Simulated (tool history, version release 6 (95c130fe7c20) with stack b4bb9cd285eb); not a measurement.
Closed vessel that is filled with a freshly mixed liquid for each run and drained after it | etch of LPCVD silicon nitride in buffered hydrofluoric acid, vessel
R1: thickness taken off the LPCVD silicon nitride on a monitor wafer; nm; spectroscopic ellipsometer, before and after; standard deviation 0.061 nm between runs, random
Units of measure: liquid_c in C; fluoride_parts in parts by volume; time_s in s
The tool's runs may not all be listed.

run 1 hour=0.0 | liquid_c=20.0 fluoride_parts=20.0 time_s=860 | R1=6.4805
run 2 hour=7.6 | liquid_c=20.0 fluoride_parts=22.5 time_s=860 | R1=5.9763
run 3 hour=11.3 | liquid_c=22.5 fluoride_parts=22.5 time_s=860 | R1=6.8292
run 4 hour=17.2 | liquid_c=23.5 fluoride_parts=21.0 time_s=860 | R1=7.5757
run 5 hour=23.4 | liquid_c=24.5 fluoride_parts=19.5 time_s=860 | R1=8.4610
-- hour=28.9 thermometer replaced
run 6 hour=28.9 | liquid_c=21.0 fluoride_parts=19.5 time_s=860 | R1=6.1796
run 7 hour=30.5 | liquid_c=22.5 fluoride_parts=21.5 time_s=860 | R1=6.2443
run 8 hour=36.5 | liquid_c=23.5 fluoride_parts=20.0 time_s=860 | R1=6.8925
run 9 hour=39.4 | liquid_c=24.5 fluoride_parts=17.5 time_s=860 | R1=8.3072
run 10 hour=40.9 | liquid_c=25.0 fluoride_parts=15.5 time_s=860 | R1=9.6565
run 11 hour=44.6 | liquid_c=25.5 fluoride_parts=15.0 time_s=860 | R1=10.1700
run 12 hour=48.6 | liquid_c=26.0 fluoride_parts=14.5 time_s=860 | R1=10.7820

What will run 13 give?
run 13 hour=56.8 | liquid_c=28.0 fluoride_parts=13.0 time_s=860 | R1=?

R1: 13.3770 nm
